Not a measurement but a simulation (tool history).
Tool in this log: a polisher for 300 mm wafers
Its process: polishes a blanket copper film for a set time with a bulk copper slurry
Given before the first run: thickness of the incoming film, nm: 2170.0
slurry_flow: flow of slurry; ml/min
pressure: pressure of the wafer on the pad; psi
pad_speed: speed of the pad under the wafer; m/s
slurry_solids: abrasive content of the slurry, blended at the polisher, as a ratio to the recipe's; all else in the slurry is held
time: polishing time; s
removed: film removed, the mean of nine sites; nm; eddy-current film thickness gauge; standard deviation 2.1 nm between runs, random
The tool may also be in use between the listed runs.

run	hour	slurry_flow	pressure	pad_speed	slurry_solids	time	removed
1	0.0	210	3.0	1.42	1.0	19	246.50
2	4.4	210	3.0	1.42	1.0	16	209.70
3	13.0	220	3.3	1.42	1.0	16	227.99
4	14.9	220	3.6	1.44	1.0	16	245.18
5	21.8	220	3.6	1.44	1.0	16	244.06
6	28.8	220	3.8	1.48	1.0	16	260.91
7	30.3	220	4.0	1.50	1.0	16	278.15

Estimate the outcome of run 8 from the log above:
8	32.8	220	4.1	1.52	1.0	16	?

removed: 283.10 nm
